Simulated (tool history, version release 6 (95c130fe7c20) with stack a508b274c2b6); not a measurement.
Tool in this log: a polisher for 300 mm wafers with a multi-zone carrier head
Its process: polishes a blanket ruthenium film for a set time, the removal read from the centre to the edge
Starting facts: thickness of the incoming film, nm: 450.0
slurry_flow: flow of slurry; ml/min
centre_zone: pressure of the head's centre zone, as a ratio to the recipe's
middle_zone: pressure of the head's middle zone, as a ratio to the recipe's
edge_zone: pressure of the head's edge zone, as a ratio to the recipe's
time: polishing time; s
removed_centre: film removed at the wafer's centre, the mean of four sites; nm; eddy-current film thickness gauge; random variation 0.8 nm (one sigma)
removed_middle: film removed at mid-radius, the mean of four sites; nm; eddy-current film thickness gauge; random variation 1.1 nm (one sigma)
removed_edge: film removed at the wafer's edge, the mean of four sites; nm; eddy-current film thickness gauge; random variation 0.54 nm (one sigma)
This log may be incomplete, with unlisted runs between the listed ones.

| run | hour | slurry_flow | centre_zone | middle_zone | edge_zone | time | removed_centre | removed_middle | removed_edge |
|---|---|---|---|---|---|---|---|---|---|
| 1 | 0.0 | 315 | 1.00 | 1.00 | 1.00 | 66 | 58.302 | 60.730 | 59.580 |
| 2 | 6.5 | 365 | 1.00 | 1.00 | 1.00 | 66 | 58.180 | 61.233 | 60.666 |
| 3 | 8.8 | 365 | 1.00 | 1.00 | 1.00 | 52 | 46.204 | 48.185 | 47.070 |
| 4 | 12.3 | 365 | 1.00 | 0.93 | 1.00 | 52 | 46.077 | 45.688 | 46.536 |
| 5 | 20.3 | 365 | 1.00 | 0.93 | 1.00 | 62 | 54.776 | 55.426 | 56.469 |
| 6 | 23.5 | 365 | 1.05 | 0.93 | 1.02 | 67 | 62.370 | 58.311 | 61.165 |

The next listed run, before its measurement:
| 7 | 30.1 | 365 | 1.05 | 0.93 | 1.02 | 67 | ? | ? | ? |

{"run 7": {"removed_centre": 63.203, "removed_middle": 57.697, "removed_edge": 61.08}}

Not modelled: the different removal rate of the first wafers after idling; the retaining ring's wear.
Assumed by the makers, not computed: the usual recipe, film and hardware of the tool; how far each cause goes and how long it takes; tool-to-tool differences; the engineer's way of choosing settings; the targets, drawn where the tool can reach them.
